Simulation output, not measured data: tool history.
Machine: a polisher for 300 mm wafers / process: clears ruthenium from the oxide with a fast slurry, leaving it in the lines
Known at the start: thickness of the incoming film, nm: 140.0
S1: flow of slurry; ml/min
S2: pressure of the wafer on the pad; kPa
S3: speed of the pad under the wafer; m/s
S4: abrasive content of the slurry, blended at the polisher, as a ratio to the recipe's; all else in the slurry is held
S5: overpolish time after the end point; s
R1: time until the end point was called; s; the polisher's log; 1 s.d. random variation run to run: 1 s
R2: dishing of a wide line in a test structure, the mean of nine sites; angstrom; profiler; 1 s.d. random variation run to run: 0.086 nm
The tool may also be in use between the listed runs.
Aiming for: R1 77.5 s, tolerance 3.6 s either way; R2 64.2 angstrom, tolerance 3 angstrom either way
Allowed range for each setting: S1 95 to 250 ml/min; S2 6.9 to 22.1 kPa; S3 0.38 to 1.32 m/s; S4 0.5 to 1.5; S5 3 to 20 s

Run 1, hour 0: S1 160 ml/min, S2 14.5 kPa, S3 0.84 m/s, S4 1, S5 10 s. Result: R1 61.433 s, R2 196.01 angstrom.
Run 2, hour 6.7: S1 165 ml/min, S2 13.8 kPa, S3 0.82 m/s, S4 1, S5 9 s. Result: R1 65.161 s, R2 166.37 angstrom.
Run 3, hour 14: S1 180 ml/min, S2 12.4 kPa, S3 0.82 m/s, S4 1, S5 8 s. Result: R1 67.413 s, R2 142.15 angstrom.
Run 4, hour 17.3: S1 180 ml/min, S2 12.4 kPa, S3 0.82 m/s, S4 1, S5 5 s. Result: R1 67.659 s, R2 91.188 angstrom.
Run 5, hour 19.8: S1 180 ml/min, S2 12.4 kPa, S3 0.82 m/s, S4 1, S5 7 s. Result: R1 67.656 s, R2 125.16 angstrom.
Run 6, hour 27.8: S1 180 ml/min, S2 12.4 kPa, S3 0.82 m/s, S4 1, S5 9 s. Result: R1 68.074 s, R2 162.47 angstrom.
Run 7, hour 36.5: S1 185 ml/min, S2 12.4 kPa, S3 0.8 m/s, S4 1, S5 8 s. Result: R1 69.52 s, R2 140.25 angstrom.
Run 8, hour 42: S1 185 ml/min, S2 12.4 kPa, S3 0.8 m/s, S4 1, S5 7 s. Result: R1 69.055 s, R2 121.99 angstrom.
Run 9, hour 45.2: S1 185 ml/min, S2 12.4 kPa, S3 0.8 m/s, S4 1, S5 6 s. Result: R1 70.109 s, R2 104.71 angstrom.
At hour 49.3: head pressure recalibrated.
Run 10, hour 49.3: S1 185 ml/min, S2 12.4 kPa, S3 0.8 m/s, S4 1, S5 5 s. Result: R1 63.858 s, R2 95.839 angstrom.
Run 11, hour 52.1: S1 175 ml/min, S2 8.3 kPa, S3 0.78 m/s, S4 1, S5 3 s. Result: R1 87.093 s, R2 43.152 angstrom.
Run 12, hour 55: S1 185 ml/min, S2 8.3 kPa, S3 0.78 m/s, S4 1, S5 3 s. Result: R1 85.768 s, R2 43.683 angstrom.
Run 13, hour 58.2: S1 190 ml/min, S2 8.3 kPa, S3 0.78 m/s, S4 1, S5 3 s. Result: R1 85.269 s, R2 42.568 angstrom.
Run 14, hour 62.7: S1 190 ml/min, S2 9 kPa, S3 0.78 m/s, S4 1, S5 3 s. Result: R1 80.827 s, R2 45.595 angstrom.
Run 15, hour 69: S1 190 ml/min, S2 9.7 kPa, S3 0.78 m/s, S4 1, S5 3 s. Result: R1 78.471 s, R2 46.553 angstrom.
Run 16, hour 76.3: S1 165 ml/min, S2 10.3 kPa, S3 0.8 m/s, S4 1, S5 7 s. Result: R1 74.529 s, R2 117.56 angstrom.

Exactly one of the 5 candidate moves below puts every result within its allowed miss. Which one?
Run A, hour 83.6: S1 125 ml/min, S2 11.7 kPa, S3 0.72 m/s, S4 1, S5 6 s. Result: R1 ?, R2 ?.
Run B, hour 83.6: S1 145 ml/min, S2 11.7 kPa, S3 0.74 m/s, S4 1.1, S5 3 s. Result: R1 ?, R2 ?.
Run C, hour 83.6: S1 135 ml/min, S2 9 kPa, S3 0.82 m/s, S4 1, S5 6 s. Result: R1 ?, R2 ?.
Run D, hour 83.6: S1 135 ml/min, S2 8.3 kPa, S3 0.82 m/s, S4 1.25, S5 4 s. Result: R1 ?, R2 ?.
Run E, hour 83.6: S1 200 ml/min, S2 9.7 kPa, S3 0.78 m/s, S4 1.05, S5 5 s. Result: R1 ?, R2 ?.

move      R1      R2
   A  79.639   91.97
   B  70.643   52.33
   C  82.614  88.727
   D  76.123  64.564
   E   74.69  81.916
A: closes in on the targets versus the last run, not all within tolerance yet
B: moves the result that the last run missed by most past its target, out the other side
C: closes in on the targets versus the last run, not all within tolerance yet
D: in spec on every target
E: closes in on the targets versus the last run, not all within tolerance yet
Correct choice: D, which meets every target
